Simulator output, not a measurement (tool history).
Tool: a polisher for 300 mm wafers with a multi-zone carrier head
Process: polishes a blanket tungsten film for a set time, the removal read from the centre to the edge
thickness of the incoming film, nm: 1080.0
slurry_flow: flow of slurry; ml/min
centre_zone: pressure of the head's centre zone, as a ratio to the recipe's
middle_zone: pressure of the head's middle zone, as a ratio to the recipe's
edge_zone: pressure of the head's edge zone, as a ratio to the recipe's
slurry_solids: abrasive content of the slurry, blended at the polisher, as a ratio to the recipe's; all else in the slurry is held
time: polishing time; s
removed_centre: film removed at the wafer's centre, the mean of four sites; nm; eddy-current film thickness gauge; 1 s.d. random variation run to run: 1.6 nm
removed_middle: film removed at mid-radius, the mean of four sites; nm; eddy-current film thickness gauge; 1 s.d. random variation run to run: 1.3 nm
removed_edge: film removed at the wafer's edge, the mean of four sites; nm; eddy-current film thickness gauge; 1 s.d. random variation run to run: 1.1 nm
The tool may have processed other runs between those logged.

| run | hour | slurry_flow | centre_zone | middle_zone | edge_zone | slurry_solids | time | removed_centre | removed_middle | removed_edge |
|---|---|---|---|---|---|---|---|---|---|---|
| 1 | 0 | 265 | 1 | 1 | 1 | 1 | 79 | 306.99 | 302.28 | 290.62 |
| 2 | 8.9 | 265 | 1 | 1 | 0.97 | 1 | 79 | 304.73 | 301.32 | 284.61 |
| 3 | 9.8 | 260 | 0.99 | 0.99 | 0.95 | 0.95 | 75 | 285.28 | 281.63 | 265.92 |
| 4 | 14.3 | 260 | 0.98 | 0.99 | 0.94 | 0.9 | 71 | 268.87 | 265.88 | 248.34 |
| 5 | 23 | 260 | 0.93 | 0.99 | 0.94 | 0.9 | 71 | 248.52 | 263.12 | 248.05 |
| 6 | 24 | 260 | 0.93 | 0.99 | 0.93 | 0.85 | 68 | 236.57 | 250.35 | 238.58 |
| 7 | 28.9 | 255 | 0.93 | 0.99 | 0.92 | 0.8 | 65 | 224.08 | 238.82 | 222.54 |
| 8 | 34.4 | 250 | 0.93 | 0.98 | 0.91 | 0.75 | 63 | 218.13 | 225.96 | 212.32 |
| 9 | 41.5 | 245 | 0.93 | 0.98 | 0.9 | 0.7 | 61 | 212.15 | 213.62 | 199.54 |
| 10 | 45.2 | 240 | 0.92 | 0.98 | 0.89 | 0.65 | 60 | 205.29 | 207.3 | 193.62 |
| 11 | 47.3 | 235 | 0.91 | 0.98 | 0.88 | 0.65 | 59 | 195.72 | 206.43 | 189.28 |

The next listed run, before its measurement:
| 12 | 51.4 | 230 | 0.91 | 0.97 | 0.87 | 0.65 | 58 | ? | ? | ? |

removed_centre: 193.12 nm
removed_middle: 199.85 nm
removed_edge: 189.16 nm
